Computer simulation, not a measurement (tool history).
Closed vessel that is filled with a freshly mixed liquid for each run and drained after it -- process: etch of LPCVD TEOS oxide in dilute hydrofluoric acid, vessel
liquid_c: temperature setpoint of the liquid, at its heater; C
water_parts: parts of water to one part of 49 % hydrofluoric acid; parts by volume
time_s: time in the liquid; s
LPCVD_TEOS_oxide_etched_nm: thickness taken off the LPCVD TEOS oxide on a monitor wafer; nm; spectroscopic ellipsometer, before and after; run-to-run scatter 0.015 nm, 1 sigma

run 1 hour=0.0 | liquid_c=25.0 water_parts=275 time_s=55 | LPCVD_TEOS_oxide_etched_nm=3.0893
run 2 hour=4.8 | liquid_c=25.0 water_parts=275 time_s=40 | LPCVD_TEOS_oxide_etched_nm=2.2004
run 3 hour=7.2 | liquid_c=25.0 water_parts=185 time_s=40 | LPCVD_TEOS_oxide_etched_nm=3.5591
run 4 hour=8.8 | liquid_c=27.5 water_parts=185 time_s=40 | LPCVD_TEOS_oxide_etched_nm=3.9493
run 5 hour=11.2 | liquid_c=27.5 water_parts=185 time_s=55 | LPCVD_TEOS_oxide_etched_nm=5.4855
run 6 hour=18.2 | liquid_c=26.5 water_parts=195 time_s=55 | LPCVD_TEOS_oxide_etched_nm=4.8800
run 7 hour=25.2 | liquid_c=25.5 water_parts=205 time_s=55 | LPCVD_TEOS_oxide_etched_nm=4.3879
run 8 hour=32.4 | liquid_c=24.5 water_parts=220 time_s=55 | LPCVD_TEOS_oxide_etched_nm=3.9514

Run 9, settings as shown, results not yet in. Your forecast:
run 9 hour=40.3 | liquid_c=24.0 water_parts=235 time_s=55 | LPCVD_TEOS_oxide_etched_nm=?

{"run 9": {"LPCVD_TEOS_oxide_etched_nm": 3.5709}}
